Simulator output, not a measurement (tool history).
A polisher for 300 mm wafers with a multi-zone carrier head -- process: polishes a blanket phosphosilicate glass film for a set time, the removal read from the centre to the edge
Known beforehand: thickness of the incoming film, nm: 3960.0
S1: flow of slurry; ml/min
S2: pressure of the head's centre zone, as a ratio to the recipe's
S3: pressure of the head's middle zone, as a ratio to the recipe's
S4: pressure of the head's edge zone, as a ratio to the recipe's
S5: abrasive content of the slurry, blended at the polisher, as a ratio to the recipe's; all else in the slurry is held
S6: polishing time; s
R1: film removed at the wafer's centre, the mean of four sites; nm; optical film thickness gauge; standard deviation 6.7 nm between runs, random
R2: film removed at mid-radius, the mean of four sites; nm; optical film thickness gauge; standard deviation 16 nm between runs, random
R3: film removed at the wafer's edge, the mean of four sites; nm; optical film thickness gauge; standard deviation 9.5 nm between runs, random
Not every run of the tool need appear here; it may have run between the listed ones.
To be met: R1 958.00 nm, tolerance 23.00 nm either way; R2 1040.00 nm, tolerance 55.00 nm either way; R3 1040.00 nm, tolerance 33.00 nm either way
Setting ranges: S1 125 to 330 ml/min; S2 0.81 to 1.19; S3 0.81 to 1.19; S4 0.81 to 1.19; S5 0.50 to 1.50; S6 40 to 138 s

| run | hour | S1 | S2 | S3 | S4 | S5 | S6 | R1 | R2 | R3 |
|---|---|---|---|---|---|---|---|---|---|---|
| 1 | 0.0 | 210 | 1.00 | 1.00 | 1.00 | 1.00 | 88 | 764.94 | 774.81 | 765.45 |
| 2 | 0.9 | 210 | 1.00 | 1.00 | 1.00 | 1.00 | 107 | 935.36 | 943.38 | 932.02 |
| 3 | 6.3 | 210 | 0.92 | 1.00 | 1.00 | 1.00 | 107 | 867.95 | 949.43 | 926.62 |
| 4 | 11.9 | 210 | 0.85 | 1.00 | 1.00 | 1.00 | 107 | 804.59 | 933.00 | 937.08 |
| 5 | 12.7 | 210 | 0.85 | 1.00 | 1.06 | 1.00 | 107 | 807.13 | 917.72 | 948.17 |
| 6 | 21.7 | 210 | 0.85 | 1.00 | 1.06 | 1.15 | 107 | 842.28 | 978.00 | 992.72 |
| 7 | 24.2 | 225 | 0.87 | 1.00 | 1.06 | 1.15 | 107 | 870.12 | 995.78 | 982.34 |
| 8 | 27.4 | 225 | 0.88 | 0.99 | 1.07 | 1.20 | 107 | 888.81 | 1005.60 | 1007.60 |
| 9 | 33.7 | 230 | 0.89 | 0.99 | 1.08 | 1.20 | 107 | 905.14 | 1003.60 | 1035.40 |
| 10 | 42.4 | 235 | 0.90 | 0.99 | 1.08 | 1.20 | 107 | 918.95 | 1010.50 | 1027.60 |
| 11 | 43.2 | 240 | 0.90 | 0.99 | 1.08 | 1.20 | 107 | 910.48 | 983.48 | 1011.10 |
| 12 | 46.1 | 240 | 0.91 | 1.00 | 1.08 | 1.20 | 107 | 916.79 | 996.76 | 1048.10 |
| 13 | 51.7 | 235 | 0.92 | 1.00 | 1.07 | 1.20 | 107 | 931.45 | 996.72 | 1015.80 |
| 14 | 60.4 | 235 | 0.92 | 1.01 | 1.07 | 1.20 | 107 | 916.88 | 994.94 | 1013.80 |

Consider the 5 candidate settings below. Which is the only one whose results all fall within their allowed miss of target?
| A | 69.1 | 330 | 0.90 | 1.03 | 1.19 | 0.85 | 110 | ? | ? | ? |
| B | 69.1 | 250 | 0.91 | 0.98 | 1.01 | 1.35 | 107 | ? | ? | ? |
| C | 69.1 | 230 | 0.84 | 1.04 | 1.06 | 1.20 | 111 | ? | ? | ? |
| D | 69.1 | 280 | 0.82 | 1.07 | 1.03 | 1.40 | 102 | ? | ? | ? |
| E | 69.1 | 260 | 0.88 | 1.04 | 1.07 | 1.20 | 108 | ? | ? | ? |

| move | R1 | R2 | R3 |
|---|---|---|---|
| A | 875.19 | 989.02 | 1011.70 |
| B | 969.60 | 1046.70 | 1039.30 |
| C | 892.29 | 1087.20 | 1054.10 |
| D | 860.41 | 1093.50 | 1017.90 |
| E | 918.92 | 1071.00 | 1039.70 |
A: the biggest miss grows against the last run
B: every result lands within tolerance
C: the biggest miss grows against the last run
D: the biggest miss grows against the last run
E: roughly where the last run was
Answer: B

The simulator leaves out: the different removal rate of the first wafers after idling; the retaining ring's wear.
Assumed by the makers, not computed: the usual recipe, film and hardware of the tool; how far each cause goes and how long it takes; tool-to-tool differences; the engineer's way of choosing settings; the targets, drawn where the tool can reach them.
